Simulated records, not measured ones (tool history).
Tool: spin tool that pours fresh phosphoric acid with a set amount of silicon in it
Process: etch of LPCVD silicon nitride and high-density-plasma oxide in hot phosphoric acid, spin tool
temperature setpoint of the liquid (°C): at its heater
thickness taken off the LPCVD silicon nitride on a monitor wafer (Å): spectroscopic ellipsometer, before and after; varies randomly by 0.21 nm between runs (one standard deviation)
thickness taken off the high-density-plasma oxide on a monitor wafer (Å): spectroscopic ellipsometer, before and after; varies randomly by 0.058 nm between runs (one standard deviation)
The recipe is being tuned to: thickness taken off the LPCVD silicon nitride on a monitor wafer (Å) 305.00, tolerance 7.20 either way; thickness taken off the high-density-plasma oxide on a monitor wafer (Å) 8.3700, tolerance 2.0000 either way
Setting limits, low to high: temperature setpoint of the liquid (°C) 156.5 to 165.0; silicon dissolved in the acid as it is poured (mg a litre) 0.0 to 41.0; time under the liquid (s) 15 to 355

run  hour  temperature setpoint of the liquid (°C)  silicon dissolved in the acid as it is poured (mg a litre)  time under the liquid (s)  thickness taken off the LPCVD silicon nitride on a monitor wafer (Å)  thickness taken off the high-density-plasma oxide on a monitor wafer (Å)
  1   0.0                                    160.0                                                        18.0                        180                                                                175.24                                                                    3.8195
  2   8.5                                    160.0                                                        18.0                        150                                                                145.78                                                                    2.9312
  3  13.1                                    161.5                                                        18.0                        185                                                                188.85                                                                    4.2171
  4  14.1                                    162.5                                                        17.5                        205                                                                216.37                                                                    4.8133
  5  14.8                                    162.5                                                        17.5                        280                                                                298.95                                                                    7.2360
  6  18.6                                    161.0                                                        17.5                        280                                                                279.96                                                                    6.3955
  7  21.2                                    161.5                                                        16.0                        280                                                                281.94                                                                    7.1440
  8  29.6                                    164.0                                                        18.0                        285                                                                314.80                                                                    7.7086
  9  36.6                                    164.0                                                        16.5                        285                                                                311.22                                                                    8.1134
 10  41.2                                    164.0                                                        16.0                        285                                                                320.54                                                                    8.3055

Consider the 4 candidate settings below. Which is the only one whose results all fall within their allowed miss of target?
  A  45.8                                    165.0                                                         5.5                        295                                                                     ?                                                                         ?
  B  45.8                                    164.0                                                        15.0                        275                                                                     ?                                                                         ?
  C  45.8                                    164.5                                                        25.0                        285                                                                     ?                                                                         ?
  D  45.8                                    163.5                                                         9.5                        315                                                                     ?                                                                         ?

move  thickness taken off the LPCVD silicon nitride on a monitor wafer (Å)  thickness taken off the high-density-plasma oxide on a monitor wafer (Å)
   A                                                                334.91                                                                   11.7870
   B                                                                302.10                                                                    8.2574
   C                                                                318.29                                                                    6.6557
   D                                                                340.38                                                                   10.3740
A: the biggest miss grows against the last run
B: each result inside its tolerance
C: gains on the last run, yet a result remains outside its allowed miss
D: the biggest miss grows against the last run
Go with B: it meets all targets.
